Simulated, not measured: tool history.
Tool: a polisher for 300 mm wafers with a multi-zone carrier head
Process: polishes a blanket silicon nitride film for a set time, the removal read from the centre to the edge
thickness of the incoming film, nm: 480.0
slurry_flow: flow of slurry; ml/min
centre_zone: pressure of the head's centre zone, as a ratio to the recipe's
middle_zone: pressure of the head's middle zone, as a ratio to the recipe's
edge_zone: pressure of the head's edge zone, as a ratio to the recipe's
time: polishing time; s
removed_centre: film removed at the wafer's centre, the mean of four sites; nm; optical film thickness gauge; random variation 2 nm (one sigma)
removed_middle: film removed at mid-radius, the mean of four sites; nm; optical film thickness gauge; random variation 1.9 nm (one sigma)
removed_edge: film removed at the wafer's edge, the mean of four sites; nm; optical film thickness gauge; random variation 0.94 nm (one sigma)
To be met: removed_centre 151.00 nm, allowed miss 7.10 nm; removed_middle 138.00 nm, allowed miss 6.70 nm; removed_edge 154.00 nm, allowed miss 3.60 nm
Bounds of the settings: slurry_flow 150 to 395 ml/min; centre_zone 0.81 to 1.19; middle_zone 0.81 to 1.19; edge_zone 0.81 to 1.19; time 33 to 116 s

{"run": 1, "hour": 0.0, "slurry_flow": 250, "centre_zone": 1.0, "middle_zone": 1.0, "edge_zone": 1.0, "time": 74, "removed_centre": 196.99, "removed_middle": 202.85, "removed_edge": 192.27}
{"run": 2, "hour": 7.4, "slurry_flow": 250, "centre_zone": 1.0, "middle_zone": 1.0, "edge_zone": 1.04, "time": 74, "removed_centre": 197.53, "removed_middle": 197.48, "removed_edge": 199.54}
{"run": 3, "hour": 15.7, "slurry_flow": 250, "centre_zone": 1.0, "middle_zone": 0.95, "edge_zone": 1.04, "time": 74, "removed_centre": 197.81, "removed_middle": 193.4, "removed_edge": 199.01}
{"run": 4, "hour": 23.4, "slurry_flow": 240, "centre_zone": 1.0, "middle_zone": 0.92, "edge_zone": 1.04, "time": 70, "removed_centre": 183.3, "removed_middle": 179.33, "removed_edge": 186.23}
{"hour": 28.7, "done": "edge zone pressure recalibrated"}
{"run": 5, "hour": 28.7, "slurry_flow": 240, "centre_zone": 0.93, "middle_zone": 0.92, "edge_zone": 1.04, "time": 70, "removed_centre": 174.91, "removed_middle": 179.36, "removed_edge": 193.41}
{"run": 6, "hour": 35.9, "slurry_flow": 235, "centre_zone": 0.95, "middle_zone": 0.9, "edge_zone": 1.04, "time": 67, "removed_centre": 162.11, "removed_middle": 168.7, "removed_edge": 184.39}
{"run": 7, "hour": 42.9, "slurry_flow": 235, "centre_zone": 0.95, "middle_zone": 0.9, "edge_zone": 1.04, "time": 67, "removed_centre": 169.58, "removed_middle": 165.55, "removed_edge": 182.63}
{"run": 8, "hour": 47.0, "slurry_flow": 225, "centre_zone": 0.95, "middle_zone": 0.88, "edge_zone": 1.02, "time": 65, "removed_centre": 158.98, "removed_middle": 154.57, "removed_edge": 177.52}
{"run": 9, "hour": 47.5, "slurry_flow": 220, "centre_zone": 0.96, "middle_zone": 0.89, "edge_zone": 0.99, "time": 64, "removed_centre": 157.7, "removed_middle": 153.92, "removed_edge": 167.85}
{"run": 10, "hour": 54.4, "slurry_flow": 210, "centre_zone": 0.97, "middle_zone": 0.88, "edge_zone": 0.98, "time": 64, "removed_centre": 157.49, "removed_middle": 154.22, "removed_edge": 168.48}
{"run": 11, "hour": 55.2, "slurry_flow": 210, "centre_zone": 0.98, "middle_zone": 0.86, "edge_zone": 0.96, "time": 63, "removed_centre": 160.45, "removed_middle": 146.01, "removed_edge": 163.79}

4 next moves are on the table. One of them brings every result within its allowed miss. Which?
{"run": "A", "hour": 56.0, "slurry_flow": 260, "centre_zone": 1.05, "middle_zone": 0.81, "edge_zone": 1.0, "time": 58, "removed_centre": "?", "removed_middle": "?", "removed_edge": "?"}
{"run": "B", "hour": 56.0, "slurry_flow": 235, "centre_zone": 0.97, "middle_zone": 0.82, "edge_zone": 0.9, "time": 60, "removed_centre": "?", "removed_middle": "?", "removed_edge": "?"}
{"run": "C", "hour": 56.0, "slurry_flow": 170, "centre_zone": 0.94, "middle_zone": 0.82, "edge_zone": 1.02, "time": 67, "removed_centre": "?", "removed_middle": "?", "removed_edge": "?"}
{"run": "D", "hour": 56.0, "slurry_flow": 210, "centre_zone": 1.02, "middle_zone": 0.93, "edge_zone": 0.87, "time": 62, "removed_centre": "?", "removed_middle": "?", "removed_edge": "?"}

move=A removed_centre=160.70 removed_middle=131.81 removed_edge=157.64
move=B removed_centre=151.48 removed_middle=136.03 removed_edge=153.66
move=C removed_centre=154.30 removed_middle=143.89 removed_edge=174.94
move=D removed_centre=161.66 removed_middle=153.37 removed_edge=154.22
A: nearer than the last run, and not there yet
B: meets every target
C: further off than the last run
D: brings the result that was furthest off to its target, and leaves another outside
Move B is the one to make.
